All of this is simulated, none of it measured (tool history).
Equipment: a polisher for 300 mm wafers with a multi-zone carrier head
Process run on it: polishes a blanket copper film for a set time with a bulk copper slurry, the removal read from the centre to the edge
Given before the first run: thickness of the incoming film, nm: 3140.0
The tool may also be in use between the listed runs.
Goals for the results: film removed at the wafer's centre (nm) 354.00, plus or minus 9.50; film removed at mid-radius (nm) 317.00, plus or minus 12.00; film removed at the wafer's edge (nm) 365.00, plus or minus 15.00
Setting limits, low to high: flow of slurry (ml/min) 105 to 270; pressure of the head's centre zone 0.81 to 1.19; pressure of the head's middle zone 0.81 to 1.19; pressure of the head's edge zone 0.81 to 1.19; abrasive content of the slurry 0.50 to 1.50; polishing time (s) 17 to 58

run    day  flow of slurry (ml/min)  pressure of the head's centre zone  pressure of the head's middle zone  pressure of the head's edge zone  abrasive content of the slurry  polishing time (s)  film removed at the wafer's centre (nm)  film removed at mid-radius (nm)  film removed at the wafer's edge (nm)
  1  0.000                      175                                1.00                                1.00                              1.00                            1.00                  37                                   281.69                           271.99                                 278.50
  2  0.154                      180                                1.00                                1.00                              1.02                            1.05                  37                                   288.26                           278.64                                 281.42
  3  0.396                      175                                1.00                                0.98                              1.04                            1.10                  38                                   300.99                           279.19                                 296.88
  4  0.654                      175                                1.00                                0.98                              0.99                            1.10                  38                                   301.14                           280.79                                 289.06
  5  0.871                      175                                1.00                                0.98                              0.92                            1.10                  38                                   295.19                           281.38                                 285.84
  6  1.000                      175                                0.99                                0.97                              0.94                            1.15                  39                                   301.40                           292.76                                 295.59
  7  1.333                      175                                0.99                                0.96                              0.96                            1.20                  39                                   304.65                           294.13                                 291.92
  8  1.646                      175                                0.99                                0.96                              0.98                            1.15                  40                                   312.28                           295.68                                 308.00
  9  1.912                      180                                0.99                                0.95                              1.00                            1.15                  40                                   316.30                           288.70                                 308.47
 10  2.208                      180                                0.98                                0.95                              1.02                            1.15                  41                                   316.12                           307.95                                 326.51
 11  2.575                      185                                0.98                                0.94                              1.03                            1.15                  41                                   321.66                           303.37                                 331.73
 12  2.717                      190                                0.98                                0.94                              1.04                            1.15                  41                                   318.55                           297.74                                 332.70

4 next moves are on the table. One of them brings every result within its allowed miss. Which?
  A  2.858                      195                                0.98                                0.88                              1.06                            1.25                  45                                        ?                                ?                                      ?
  B  2.858                      270                                0.84                                0.84                              1.04                            1.15                  46                                        ?                                ?                                      ?
  C  2.858                      160                                0.91                                0.94                              1.06                            1.00                  46                                        ?                                ?                                      ?
  D  2.858                      155                                0.87                                0.82                              0.91                            1.15                  43                                        ?                                ?                                      ?

move  film removed at the wafer's centre (nm)  film removed at mid-radius (nm)  film removed at the wafer's edge (nm)
   A                                   357.51                           321.86                                 368.51
   B                                   319.31                           322.27                                 376.51
   C                                   316.53                           325.28                                 354.29
   D                                   289.08                           278.17                                 315.97
A: every result within its allowed miss
B: about the same distance from the targets as the last run
C: moves away from the targets compared with the last run
D: moves away from the targets compared with the last run
So the answer is move A, the one that meets all the targets.
